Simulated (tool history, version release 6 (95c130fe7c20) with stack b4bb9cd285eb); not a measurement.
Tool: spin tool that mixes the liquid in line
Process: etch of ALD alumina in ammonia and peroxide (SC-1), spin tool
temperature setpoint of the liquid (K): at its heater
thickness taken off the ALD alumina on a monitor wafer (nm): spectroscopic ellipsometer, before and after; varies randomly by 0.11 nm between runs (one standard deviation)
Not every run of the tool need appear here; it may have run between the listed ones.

run  hour  temperature setpoint of the liquid (K)  parts of 29 % ammonia solution to one part of 30 % peroxide (parts by volume)  time under the liquid (s)  thickness taken off the ALD alumina on a monitor wafer (nm)
  1     0                                  331.15                                                                           0.75                        120                                                       7.0942
  2   5.8                                  331.15                                                                           0.75                        130                                                       7.6929
  3  12.4                                  332.65                                                                           0.75                        130                                                       8.1055
  4  13.7                                  334.65                                                                           0.75                        130                                                       9.1149
     18.7  -- ammonia flow meter replaced
  5  18.7                                  334.65                                                                            0.5                        130                                                       8.7994
  6  23.4                                  332.15                                                                            0.5                        130                                                       7.6178

The next listed run, before its measurement:
  7  30.2                                  332.15                                                                            0.5                        130                                                            ?

thickness taken off the ALD alumina on a monitor wafer (nm): 7.83
